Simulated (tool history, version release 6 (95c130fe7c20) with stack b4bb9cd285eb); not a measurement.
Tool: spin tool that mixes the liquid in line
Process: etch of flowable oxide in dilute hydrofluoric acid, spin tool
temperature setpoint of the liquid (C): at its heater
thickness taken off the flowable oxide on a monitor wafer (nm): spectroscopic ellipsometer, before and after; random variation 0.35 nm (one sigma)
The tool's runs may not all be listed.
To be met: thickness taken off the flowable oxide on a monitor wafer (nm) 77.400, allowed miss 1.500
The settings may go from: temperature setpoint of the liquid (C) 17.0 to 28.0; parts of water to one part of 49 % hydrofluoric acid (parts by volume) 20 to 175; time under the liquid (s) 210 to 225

| run | hour | temperature setpoint of the liquid (C) | parts of water to one part of 49 % hydrofluoric acid (parts by volume) | time under the liquid (s) | thickness taken off the flowable oxide on a monitor wafer (nm) |
|---|---|---|---|---|---|
| 1 | 0.0 | 20.0 | 95 | 210 | 40.789 |
| 2 | 7.4 | 20.0 | 115 | 210 | 33.031 |
| 3 | 12.5 | 18.0 | 115 | 210 | 30.707 |
| 4 | 14.2 | 21.0 | 115 | 210 | 34.373 |
| 5 | 19.0 | 22.0 | 105 | 210 | 39.573 |
| 6 | 24.1 | 20.0 | 105 | 210 | 36.886 |
| 7 | 32.8 | 21.5 | 100 | 210 | 41.629 |
| 8 | 38.4 | 22.5 | 95 | 210 | 45.512 |
| 9 | 44.6 | 26.5 | 60 | 210 | 88.238 |
| 10 | 52.7 | 26.0 | 60 | 210 | 86.551 |

Which of these 5 next moves meets every target?
| A | 60.8 | 25.5 | 65 | 210 | ? |
| B | 60.8 | 26.5 | 65 | 210 | ? |
| C | 60.8 | 26.5 | 70 | 210 | ? |
| D | 60.8 | 25.0 | 65 | 220 | ? |
| E | 60.8 | 28.0 | 60 | 225 | ? |

| move | thickness taken off the flowable oxide on a monitor wafer (nm) |
|---|---|
| A | 77.602 |
| B | 80.769 |
| C | 74.486 |
| D | 79.677 |
| E | 100.200 |
A: meets every target
B: nearer than the last run, and not there yet
C: takes the result that was furthest off past its target
D: nearer than the last run, and not there yet
E: further off than the last run
Answer: A
